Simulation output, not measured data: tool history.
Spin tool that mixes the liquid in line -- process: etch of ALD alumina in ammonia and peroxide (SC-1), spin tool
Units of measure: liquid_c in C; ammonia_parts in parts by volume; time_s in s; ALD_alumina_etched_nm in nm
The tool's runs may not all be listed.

run	hour	liquid_c	ammonia_parts	time_s	ALD_alumina_etched_nm
1	0.0	48.0	0.6	305	13.889
2	6.4	45.5	0.6	305	11.909
3	11.5	47.5	0.6	305	13.404
4	20.4	48.5	0.6	305	14.265
5	25.9	49.5	0.6	305	15.088
6	28.8	47.0	0.6	305	13.201
7	36.7	48.5	0.6	305	14.200

What will run 8 give?
8	42.5	49.5	0.6	305	?

{"run 8": {"ALD_alumina_etched_nm": 15.329}}

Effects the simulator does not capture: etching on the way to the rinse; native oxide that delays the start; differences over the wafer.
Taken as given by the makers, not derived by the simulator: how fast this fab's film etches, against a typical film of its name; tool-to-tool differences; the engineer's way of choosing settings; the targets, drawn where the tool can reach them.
